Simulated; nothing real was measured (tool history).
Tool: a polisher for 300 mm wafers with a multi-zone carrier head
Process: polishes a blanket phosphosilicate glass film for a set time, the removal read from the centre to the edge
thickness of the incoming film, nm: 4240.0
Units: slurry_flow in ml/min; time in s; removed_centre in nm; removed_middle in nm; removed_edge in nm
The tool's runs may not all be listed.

| run | hour | slurry_flow | centre_zone | middle_zone | edge_zone | slurry_solids | time | removed_centre | removed_middle | removed_edge |
|---|---|---|---|---|---|---|---|---|---|---|
| 1 | 0 | 270 | 1 | 1 | 1 | 1 | 55 | 526 | 517.64 | 527.32 |
| 2 | 6.8 | 270 | 0.99 | 1 | 0.98 | 0.95 | 55 | 503.16 | 515.03 | 505.8 |
| 3 | 10.7 | 270 | 0.99 | 1 | 0.95 | 0.95 | 55 | 507.19 | 506.95 | 502.69 |
| 4 | 12.7 | 270 | 0.98 | 1 | 0.94 | 0.9 | 55 | 491.36 | 496.7 | 489.69 |
| 5 | 19.7 | 265 | 0.97 | 1 | 0.93 | 0.85 | 55 | 465.01 | 484.78 | 464.5 |
| 6 | 24.6 | 260 | 0.97 | 0.99 | 0.92 | 0.85 | 55 | 454.43 | 476.47 | 466.97 |
| 7 | 32.2 | 255 | 0.97 | 0.99 | 0.91 | 0.85 | 55 | 462.87 | 479.07 | 463.24 |

Run 8 comes next. What will it give?
| 8 | 33.2 | 250 | 0.97 | 0.99 | 0.9 | 0.85 | 55 | ? | ? | ? |

removed_centre: 463.67 nm
removed_middle: 478.48 nm
removed_edge: 459.8 nm
